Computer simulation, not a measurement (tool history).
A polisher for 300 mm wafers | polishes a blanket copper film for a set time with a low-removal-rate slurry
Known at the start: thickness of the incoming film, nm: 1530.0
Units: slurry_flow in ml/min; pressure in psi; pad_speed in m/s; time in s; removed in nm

Run 1, day 0.000: slurry_flow 245 ml/min, pressure 3.0 psi, pad_speed 1.10 m/s, slurry_solids 1.0, time 61 s. Result: removed 210.95 nm.
Run 2, day 0.329: slurry_flow 245 ml/min, pressure 3.0 psi, pad_speed 1.10 m/s, slurry_solids 0.8, time 61 s. Result: removed 202.66 nm.
Run 3, day 0.475: slurry_flow 245 ml/min, pressure 3.4 psi, pad_speed 1.10 m/s, slurry_solids 0.8, time 61 s. Result: removed 214.22 nm.
Run 4, day 0.533: slurry_flow 245 ml/min, pressure 3.4 psi, pad_speed 1.10 m/s, slurry_solids 0.7, time 61 s. Result: removed 201.20 nm.
Run 5, day 0.729: slurry_flow 245 ml/min, pressure 3.6 psi, pad_speed 1.14 m/s, slurry_solids 0.7, time 61 s. Result: removed 225.77 nm.
Run 6, day 0.900: slurry_flow 190 ml/min, pressure 3.6 psi, pad_speed 1.14 m/s, slurry_solids 0.7, time 61 s. Result: removed 221.38 nm.
Run 7, day 0.946: slurry_flow 190 ml/min, pressure 3.8 psi, pad_speed 1.16 m/s, slurry_solids 0.7, time 61 s. Result: removed 232.74 nm.
Run 8, day 1.304: slurry_flow 190 ml/min, pressure 4.0 psi, pad_speed 1.18 m/s, slurry_solids 0.7, time 61 s. Result: removed 241.21 nm.

Run 9, settings as shown, results not yet in. Your forecast:
Run 9, day 1.333: slurry_flow 190 ml/min, pressure 4.0 psi, pad_speed 1.18 m/s, slurry_solids 0.7, time 61 s. Result: removed ?.

Run 9 measured removed 248.63 nm.

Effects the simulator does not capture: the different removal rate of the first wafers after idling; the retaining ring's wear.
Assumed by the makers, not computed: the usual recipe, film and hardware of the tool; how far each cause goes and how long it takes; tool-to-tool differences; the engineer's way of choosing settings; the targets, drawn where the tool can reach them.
